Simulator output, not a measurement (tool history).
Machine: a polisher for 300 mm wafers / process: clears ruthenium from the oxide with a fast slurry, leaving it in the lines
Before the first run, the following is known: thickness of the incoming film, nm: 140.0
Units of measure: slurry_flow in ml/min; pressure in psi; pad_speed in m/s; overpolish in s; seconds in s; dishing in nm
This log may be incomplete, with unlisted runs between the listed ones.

{"run": 1, "hour": 0.0, "slurry_flow": 225, "pressure": 2.7, "pad_speed": 0.78, "slurry_solids": 1.0, "overpolish": 16, "seconds": 37.975, "dishing": 41.266}
{"run": 2, "hour": 1.5, "slurry_flow": 225, "pressure": 2.4, "pad_speed": 0.78, "slurry_solids": 1.0, "overpolish": 13, "seconds": 41.992, "dishing": 32.374}
{"run": 3, "hour": 8.2, "slurry_flow": 225, "pressure": 2.2, "pad_speed": 0.78, "slurry_solids": 1.0, "overpolish": 11, "seconds": 46.09, "dishing": 25.406}
{"run": 4, "hour": 13.6, "slurry_flow": 225, "pressure": 2.2, "pad_speed": 0.78, "slurry_solids": 1.0, "overpolish": 14, "seconds": 46.676, "dishing": 30.99}
{"run": 5, "hour": 22.4, "slurry_flow": 225, "pressure": 2.0, "pad_speed": 0.78, "slurry_solids": 1.0, "overpolish": 12, "seconds": 49.991, "dishing": 24.508}
{"run": 6, "hour": 29.2, "slurry_flow": 225, "pressure": 1.9, "pad_speed": 0.78, "slurry_solids": 1.0, "overpolish": 11, "seconds": 52.387, "dishing": 22.189}
{"run": 7, "hour": 35.1, "slurry_flow": 225, "pressure": 1.8, "pad_speed": 0.78, "slurry_solids": 1.0, "overpolish": 10, "seconds": 56.176, "dishing": 19.713}

Expected results for the next run?
{"run": 8, "hour": 39.8, "slurry_flow": 225, "pressure": 1.8, "pad_speed": 0.78, "slurry_solids": 1.0, "overpolish": 9, "seconds": "?", "dishing": "?"}

seconds: 54.471 s
dishing: 17.391 nm

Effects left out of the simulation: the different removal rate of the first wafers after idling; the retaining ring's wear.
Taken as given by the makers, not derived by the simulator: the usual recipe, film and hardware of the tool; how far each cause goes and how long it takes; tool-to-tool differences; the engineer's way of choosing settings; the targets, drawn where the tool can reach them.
